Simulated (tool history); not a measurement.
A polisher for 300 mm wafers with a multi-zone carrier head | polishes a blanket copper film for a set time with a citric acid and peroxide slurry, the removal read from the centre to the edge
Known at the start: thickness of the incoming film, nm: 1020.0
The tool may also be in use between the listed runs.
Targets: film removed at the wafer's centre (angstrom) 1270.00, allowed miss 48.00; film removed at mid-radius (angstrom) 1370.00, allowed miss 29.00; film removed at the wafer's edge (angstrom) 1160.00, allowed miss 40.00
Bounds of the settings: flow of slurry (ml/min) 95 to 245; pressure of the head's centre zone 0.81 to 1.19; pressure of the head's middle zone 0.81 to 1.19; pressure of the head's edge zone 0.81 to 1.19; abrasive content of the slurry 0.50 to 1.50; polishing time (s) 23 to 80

run  hour  flow of slurry (ml/min)  pressure of the head's centre zone  pressure of the head's middle zone  pressure of the head's edge zone  abrasive content of the slurry  polishing time (s)  film removed at the wafer's centre (angstrom)  film removed at mid-radius (angstrom)  film removed at the wafer's edge (angstrom)
  1   0.0                      155                                1.00                                1.00                              1.00                            1.00                  51                                         948.75                                 918.78                                       934.13
  2   5.3                      170                                1.01                                1.04                              1.01                            1.10                  51                                         983.19                                 982.90                                       985.65
  3   8.1                      170                                0.94                                1.04                              1.01                            1.10                  51                                         923.90                                 981.11                                       945.74
  4  13.5                      185                                0.97                                1.07                              0.99                            1.20                  52                                        1016.20                                1079.00                                      1017.80
  5  21.3                      185                                1.03                                1.07                              0.99                            1.20                  52                                        1076.50                                1076.90                                      1017.50
  6  24.1                      195                                1.04                                1.10                              0.99                            1.25                  52                                        1096.20                                1118.50                                      1041.20
  7  26.6                      205                                1.05                                1.12                              0.98                            1.30                  52                                        1170.60                                1159.20                                      1042.80
  8  28.7                      210                                1.04                                1.14                              0.99                            1.35                  52                                        1141.70                                1204.30                                      1046.50
  9  36.4                      215                                1.05                                1.15                              1.00                            1.40                  52                                        1179.70                                1233.40                                      1071.60
 10  44.6                      220                                1.05                                1.16                              1.01                            1.40                  52                                        1195.30                                1237.40                                      1085.50
 11  52.8                      225                                1.05                                1.17                              1.01                            1.40                  52                                        1191.80                                1242.10                                      1100.60
 12  59.2                      225                                1.05                                1.17                              1.01                            1.40                  52                                        1174.70                                1252.80                                      1082.10

Which of these 5 next moves meets every target?
  A  65.6                      180                                1.06                                1.11                              1.04                            1.50                  48                                              ?                                      ?                                            ?
  B  65.6                      215                                1.05                                1.19                              0.99                            1.35                  57                                              ?                                      ?                                            ?
  C  65.6                      205                                1.11                                1.19                              0.86                            1.40                  54                                              ?                                      ?                                            ?
  D  65.6                      240                                0.98                                1.01                              1.16                            1.30                  52                                              ?                                      ?                                            ?
  E  65.6                      195                                1.13                                1.14                              1.05                            1.45                  47                                              ?                                      ?                                            ?

move  film removed at the wafer's centre (angstrom)  film removed at mid-radius (angstrom)  film removed at the wafer's edge (angstrom)
   A                                        1108.40                                1079.00                                      1026.30
   B                                        1303.70                                1352.50                                      1175.10
   C                                        1310.40                                1286.30                                      1047.40
   D                                        1113.50                                1081.70                                      1164.40
   E                                        1163.10                                1083.00                                      1009.00
A: further off than the last run
B: meets every target
C: nearer than the last run, and not there yet
D: further off than the last run
E: further off than the last run
The right move is B.
